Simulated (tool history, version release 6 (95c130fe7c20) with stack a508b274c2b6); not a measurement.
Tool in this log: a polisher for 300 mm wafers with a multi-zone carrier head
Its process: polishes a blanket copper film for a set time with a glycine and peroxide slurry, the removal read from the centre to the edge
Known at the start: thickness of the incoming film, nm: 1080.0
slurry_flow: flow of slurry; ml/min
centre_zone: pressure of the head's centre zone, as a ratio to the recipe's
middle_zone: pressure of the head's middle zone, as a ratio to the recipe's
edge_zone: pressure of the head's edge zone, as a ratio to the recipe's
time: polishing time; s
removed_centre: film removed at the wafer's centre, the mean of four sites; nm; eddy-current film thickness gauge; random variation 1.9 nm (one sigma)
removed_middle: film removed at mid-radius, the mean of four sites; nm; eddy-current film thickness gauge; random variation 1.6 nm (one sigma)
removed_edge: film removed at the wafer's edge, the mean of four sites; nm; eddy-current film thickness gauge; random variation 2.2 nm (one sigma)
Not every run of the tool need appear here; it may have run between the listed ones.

run	hour	slurry_flow	centre_zone	middle_zone	edge_zone	time	removed_centre	removed_middle	removed_edge
1	0	195	1	1	1	88	352.23	385.77	391.84
2	7.6	165	1	1	1	88	343.11	376.28	377.96
3	11.2	165	1.07	1	1	88	367.19	376.1	385.25
4	15.3	160	1.08	0.97	0.99	83	344.31	336.41	362.09
5	16.3	155	1.09	0.95	0.96	80	338.82	321.39	333.71
6	18.1	155	1.15	0.95	0.96	80	353.03	323.89	340.66
7	25.9	120	1.11	0.85	0.94	62	245.67	215.56	246.45

Forecast run 8:
8	27.5	135	1.12	0.85	0.95	62	?	?	?

For run 8 the tool returned removed_centre 254.56 nm, removed_middle 220.42 nm, removed_edge 257.01 nm.

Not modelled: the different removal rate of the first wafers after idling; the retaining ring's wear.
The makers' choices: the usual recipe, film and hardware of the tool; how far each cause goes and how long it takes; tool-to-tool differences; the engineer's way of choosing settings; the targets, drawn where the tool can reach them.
